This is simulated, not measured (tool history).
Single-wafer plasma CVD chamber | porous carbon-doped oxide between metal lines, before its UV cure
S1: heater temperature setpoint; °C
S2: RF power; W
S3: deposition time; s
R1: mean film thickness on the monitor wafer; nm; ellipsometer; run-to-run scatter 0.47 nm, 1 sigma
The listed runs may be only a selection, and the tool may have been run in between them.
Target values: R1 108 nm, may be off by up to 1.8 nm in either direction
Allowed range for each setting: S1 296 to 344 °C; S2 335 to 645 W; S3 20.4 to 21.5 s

{"run": 1, "hour": 0.0, "S1": 320, "S2": 490, "S3": 21.5, "R1": 97.928}
{"run": 2, "hour": 3.8, "S1": 320, "S2": 425, "S3": 21.5, "R1": 85.595}
{"run": 3, "hour": 8.9, "S1": 330, "S2": 425, "S3": 21.5, "R1": 81.261}
{"run": 4, "hour": 10.3, "S1": 330, "S2": 490, "S3": 21.5, "R1": 93.617}
{"run": 5, "hour": 16.9, "S1": 334, "S2": 490, "S3": 21.5, "R1": 91.866}
{"run": 6, "hour": 23.3, "S1": 330, "S2": 495, "S3": 21.5, "R1": 94.132}
{"run": 7, "hour": 30.0, "S1": 327, "S2": 495, "S3": 21.5, "R1": 96.039}
{"run": 8, "hour": 35.1, "S1": 324, "S2": 495, "S3": 21.5, "R1": 97.423}
{"run": 9, "hour": 35.9, "S1": 321, "S2": 495, "S3": 21.5, "R1": 97.877}
{"run": 10, "hour": 38.2, "S1": 321, "S2": 495, "S3": 21.5, "R1": 98.21}
{"run": 11, "hour": 40.7, "S1": 319, "S2": 495, "S3": 21.5, "R1": 98.825}
{"run": 12, "hour": 42.0, "S1": 319, "S2": 495, "S3": 21.5, "R1": 98.657}
{"run": 13, "hour": 43.2, "S1": 317, "S2": 495, "S3": 21.5, "R1": 99.792}
{"run": 14, "hour": 52.1, "S1": 315, "S2": 495, "S3": 21.5, "R1": 101}
{"run": 15, "hour": 53.8, "S1": 313, "S2": 495, "S3": 21.5, "R1": 102.35}
{"run": 16, "hour": 56.7, "S1": 312, "S2": 495, "S3": 21.5, "R1": 102.73}
{"run": 17, "hour": 61.7, "S1": 311, "S2": 495, "S3": 21.5, "R1": 103.09}

Below are 4 possible settings for the next run. Only one of them brings all results inside the allowed miss of their targets. Which is it?
{"run": "A", "hour": 66.7, "S1": 310, "S2": 525, "S3": 20.6, "R1": "?"}
{"run": "B", "hour": 66.7, "S1": 314, "S2": 530, "S3": 20.4, "R1": "?"}
{"run": "C", "hour": 66.7, "S1": 308, "S2": 540, "S3": 21.5, "R1": "?"}
{"run": "D", "hour": 66.7, "S1": 307, "S2": 540, "S3": 20.6, "R1": "?"}

move=A R1=104.3
move=B R1=102.15
move=C R1=112.33
move=D R1=108.33
A: better than the last run, though not everything is in spec
B: misses by more than the last run did
C: the result that was furthest off in the last run now lies on the other side of its target
D: meets every target
D meets every target.

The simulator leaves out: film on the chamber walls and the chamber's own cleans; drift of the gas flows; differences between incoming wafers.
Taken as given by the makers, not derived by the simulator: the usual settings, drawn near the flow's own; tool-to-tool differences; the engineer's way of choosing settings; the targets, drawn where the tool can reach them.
